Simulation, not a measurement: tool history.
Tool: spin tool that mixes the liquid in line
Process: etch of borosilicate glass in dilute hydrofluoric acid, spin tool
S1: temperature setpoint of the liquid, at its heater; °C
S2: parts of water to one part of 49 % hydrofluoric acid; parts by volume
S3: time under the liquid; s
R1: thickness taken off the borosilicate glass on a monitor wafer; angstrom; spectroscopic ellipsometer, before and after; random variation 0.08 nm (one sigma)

run  hour    S1   S2  S3      R1
  1     0    20  175  25   58.52
  2     8  18.5  175  25  54.412
  3  11.1  18.5  175  25  54.964
  4  15.2  18.5  130  25  77.138
  5  20.7  18.5  130  20  61.469
  6  29.1    22  130  20  70.894

Forecast run 7:
  7    36  23.5  100  20   ?

{"run 7": {"R1": 101.49}}
